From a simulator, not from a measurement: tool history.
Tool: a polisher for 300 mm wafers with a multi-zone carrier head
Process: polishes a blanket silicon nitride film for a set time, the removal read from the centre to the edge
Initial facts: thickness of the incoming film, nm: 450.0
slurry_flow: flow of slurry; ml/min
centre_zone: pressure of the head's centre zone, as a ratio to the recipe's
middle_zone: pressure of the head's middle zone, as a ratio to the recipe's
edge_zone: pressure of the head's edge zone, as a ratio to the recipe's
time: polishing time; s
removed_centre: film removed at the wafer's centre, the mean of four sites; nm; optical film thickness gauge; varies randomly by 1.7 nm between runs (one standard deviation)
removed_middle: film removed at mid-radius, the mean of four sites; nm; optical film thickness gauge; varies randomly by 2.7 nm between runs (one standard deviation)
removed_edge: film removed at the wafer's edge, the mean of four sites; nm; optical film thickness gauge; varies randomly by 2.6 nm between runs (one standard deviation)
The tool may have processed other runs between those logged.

{"run": 1, "hour": 0.0, "slurry_flow": 210, "centre_zone": 1, "middle_zone": 1, "edge_zone": 1, "time": 82, "removed_centre": 167.81, "removed_middle": 171.45, "removed_edge": 173.79}
{"run": 2, "hour": 5.2, "slurry_flow": 210, "centre_zone": 1.06, "middle_zone": 1, "edge_zone": 1, "time": 82, "removed_centre": 178.44, "removed_middle": 168.33, "removed_edge": 174.23}
{"run": 3, "hour": 8.2, "slurry_flow": 210, "centre_zone": 1.06, "middle_zone": 1, "edge_zone": 1, "time": 64, "removed_centre": 138.71, "removed_middle": 137.08, "removed_edge": 131.79}
{"run": 4, "hour": 14.3, "slurry_flow": 220, "centre_zone": 1.06, "middle_zone": 1.04, "edge_zone": 1.02, "time": 71, "removed_centre": 156.19, "removed_middle": 154.45, "removed_edge": 147.54}
{"run": 5, "hour": 21.3, "slurry_flow": 220, "centre_zone": 1.05, "middle_zone": 1.06, "edge_zone": 1.03, "time": 77, "removed_centre": 168.25, "removed_middle": 169.21, "removed_edge": 166.69}
{"run": 6, "hour": 26.7, "slurry_flow": 220, "centre_zone": 1.05, "middle_zone": 0.99, "edge_zone": 1.03, "time": 77, "removed_centre": 169, "removed_middle": 156.2, "removed_edge": 167.64}

Forecast run 7:
{"run": 7, "hour": 28.8, "slurry_flow": 225, "centre_zone": 1.05, "middle_zone": 1.03, "edge_zone": 1.04, "time": 81, "removed_centre": "?", "removed_middle": "?", "removed_edge": "?"}

removed_centre: 177.46 nm
removed_middle: 178.37 nm
removed_edge: 176.01 nm
